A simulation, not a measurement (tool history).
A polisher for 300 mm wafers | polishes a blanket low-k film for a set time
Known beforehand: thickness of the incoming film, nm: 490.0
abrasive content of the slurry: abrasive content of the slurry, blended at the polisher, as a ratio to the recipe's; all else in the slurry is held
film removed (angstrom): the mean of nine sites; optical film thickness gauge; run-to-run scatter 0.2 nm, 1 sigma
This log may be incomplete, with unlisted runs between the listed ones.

run	hour	flow of slurry (ml/min)	pressure of the wafer on the pad (kPa)	speed of the pad under the wafer (cm/s)	abrasive content of the slurry	polishing time (s)	film removed (angstrom)
1	0.0	295	11.7	86	1.0	54	178.84
2	3.5	320	11.7	86	1.0	54	178.56
3	5.0	320	13.1	86	1.0	54	193.66
4	7.3	320	12.4	86	1.0	54	182.00
5	13.9	320	12.4	86	1.0	54	182.52
6	20.3	320	12.4	86	1.0	54	187.46
7	21.3	320	11.7	86	1.0	54	174.81

For run 8, what comes out?
8	29.3	320	11.0	86	1.0	54	?

film removed (angstrom): 169.38

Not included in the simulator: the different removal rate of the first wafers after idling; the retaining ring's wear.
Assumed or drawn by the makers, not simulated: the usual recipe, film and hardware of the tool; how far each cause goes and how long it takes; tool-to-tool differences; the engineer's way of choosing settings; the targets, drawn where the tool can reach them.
